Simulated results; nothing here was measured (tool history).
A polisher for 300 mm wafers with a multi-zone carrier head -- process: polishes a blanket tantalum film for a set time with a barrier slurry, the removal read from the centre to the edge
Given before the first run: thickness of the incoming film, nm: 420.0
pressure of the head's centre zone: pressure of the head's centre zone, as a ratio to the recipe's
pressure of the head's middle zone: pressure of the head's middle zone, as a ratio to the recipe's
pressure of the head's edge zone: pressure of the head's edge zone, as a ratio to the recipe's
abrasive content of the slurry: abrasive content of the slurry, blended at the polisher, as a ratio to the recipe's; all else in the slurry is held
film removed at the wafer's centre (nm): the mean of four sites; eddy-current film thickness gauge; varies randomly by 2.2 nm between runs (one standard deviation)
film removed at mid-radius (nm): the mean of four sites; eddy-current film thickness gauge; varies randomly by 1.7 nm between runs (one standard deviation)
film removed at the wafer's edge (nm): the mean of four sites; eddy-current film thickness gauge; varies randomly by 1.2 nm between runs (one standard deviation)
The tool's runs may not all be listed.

run,hour,flow of slurry (ml/min),pressure of the head's centre zone,pressure of the head's middle zone,pressure of the head's edge zone,abrasive content of the slurry,polishing time (s),film removed at the wafer's centre (nm),film removed at mid-radius (nm),film removed at the wafer's edge (nm)
1,0.0,235,1.00,1.00,1.00,1.00,64,113.75,114.49,114.55
2,7.2,245,1.03,1.05,1.04,1.15,65,124.30,130.31,122.97
3,14.3,255,1.05,1.06,1.07,1.25,66,132.70,130.43,129.71
4,16.7,260,1.06,1.10,1.08,1.35,67,137.68,143.11,136.21
5,23.0,260,1.06,1.18,1.08,1.35,67,138.33,151.82,135.18
6,29.7,260,1.06,1.18,1.08,1.35,79,163.45,178.93,160.28
7,30.8,250,1.05,1.16,1.06,1.30,79,156.93,173.75,155.71
8,32.8,240,1.06,1.14,1.04,1.25,79,158.77,170.13,155.11

Predict the results of run 9:
9,38.1,245,1.06,1.13,1.03,1.20,79,?,?,?

{"run 9": {"film removed at the wafer's centre (nm)": 156.75, "film removed at mid-radius (nm)": 167.72, "film removed at the wafer's edge (nm)": 148.76}}

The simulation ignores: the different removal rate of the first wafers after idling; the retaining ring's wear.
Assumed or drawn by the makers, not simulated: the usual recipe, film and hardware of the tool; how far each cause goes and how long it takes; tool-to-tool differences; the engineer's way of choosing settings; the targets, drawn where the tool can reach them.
